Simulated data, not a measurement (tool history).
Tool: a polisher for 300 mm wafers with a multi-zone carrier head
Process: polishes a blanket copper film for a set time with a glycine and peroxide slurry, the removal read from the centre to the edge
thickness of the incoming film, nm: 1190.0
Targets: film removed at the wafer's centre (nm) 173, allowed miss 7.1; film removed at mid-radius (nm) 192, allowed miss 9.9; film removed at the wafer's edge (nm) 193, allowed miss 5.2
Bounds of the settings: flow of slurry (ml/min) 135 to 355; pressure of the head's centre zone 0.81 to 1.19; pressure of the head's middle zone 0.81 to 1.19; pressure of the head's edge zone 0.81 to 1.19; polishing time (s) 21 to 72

run	day	flow of slurry (ml/min)	pressure of the head's centre zone	pressure of the head's middle zone	pressure of the head's edge zone	polishing time (s)	film removed at the wafer's centre (nm)	film removed at mid-radius (nm)	film removed at the wafer's edge (nm)
1	0	225	1	1	1	46	204.49	203.81	206.04
2	0.058	225	1.08	1	1	46	219.39	208.74	203.03
3	0.296	215	1.03	1.01	0.99	45	206.44	197.14	198.86
4	0.325	215	1.03	1.06	0.99	45	205.91	209.31	197.44
5	0.429	215	1.03	1.06	0.93	45	200.68	214.43	190.92
6	0.512	205	0.99	1.05	0.93	45	189.6	208.15	192.63
7	0.812	195	0.98	1.04	0.93	45	194.46	208.4	192.6
8	0.908	200	0.95	1.03	0.93	45	190.32	201.21	195.72
9	1.254	200	0.95	1.03	0.93	45	192.37	210.9	191.82

Which of these 5 next moves meets every target?
A	1.6	190	0.81	1.19	0.81	46	?	?	?
B	1.6	200	1.08	0.97	0.82	47	?	?	?
C	1.6	150	0.98	0.85	1.01	44	?	?	?
D	1.6	165	0.94	1.01	1.04	43	?	?	?
E	1.6	225	0.9	0.98	0.84	44	?	?	?

move	film removed at the wafer's centre (nm)	film removed at mid-radius (nm)	film removed at the wafer's edge (nm)
A	162.08	240.27	183.21
B	222.08	206.81	189.37
C	183.1	169.21	191.88
D	173.41	192.59	191
E	174.95	197.42	180.49
A: takes the result that was furthest off past its target
B: further off than the last run
C: nearer than the last run, and not there yet
D: meets every target
E: brings the result that was furthest off to its target, and leaves another outside
Move D is the one to make.

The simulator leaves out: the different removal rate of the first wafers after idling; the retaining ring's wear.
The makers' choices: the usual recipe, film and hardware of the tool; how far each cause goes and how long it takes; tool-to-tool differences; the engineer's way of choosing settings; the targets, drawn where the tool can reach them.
